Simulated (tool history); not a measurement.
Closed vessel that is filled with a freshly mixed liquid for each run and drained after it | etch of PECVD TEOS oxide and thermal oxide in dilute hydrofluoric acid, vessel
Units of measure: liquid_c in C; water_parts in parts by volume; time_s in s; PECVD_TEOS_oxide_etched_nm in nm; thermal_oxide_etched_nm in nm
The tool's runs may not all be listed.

run	hour	liquid_c	water_parts	time_s	PECVD_TEOS_oxide_etched_nm	thermal_oxide_etched_nm
1	0	22	145	250	31.63	7.3658
2	6.5	22	145	200	25.222	5.9076
3	10.7	25	145	200	28.162	6.5903
4	13.7	23	160	200	23.064	5.3892
5	15.1	21.5	170	200	20.407	4.7366
6	19.3	20.5	180	200	18.351	4.2929
7	22.1	19.5	185	200	17.335	3.976
8	30.2	19	190	200	16.415	3.8361
9	33.6	18.5	195	200	15.602	3.6118

Estimate the outcome of run 10 from the log above:
10	38.4	18	200	200	?	?

PECVD_TEOS_oxide_etched_nm: 14.68 nm
thermal_oxide_etched_nm: 3.4111 nm
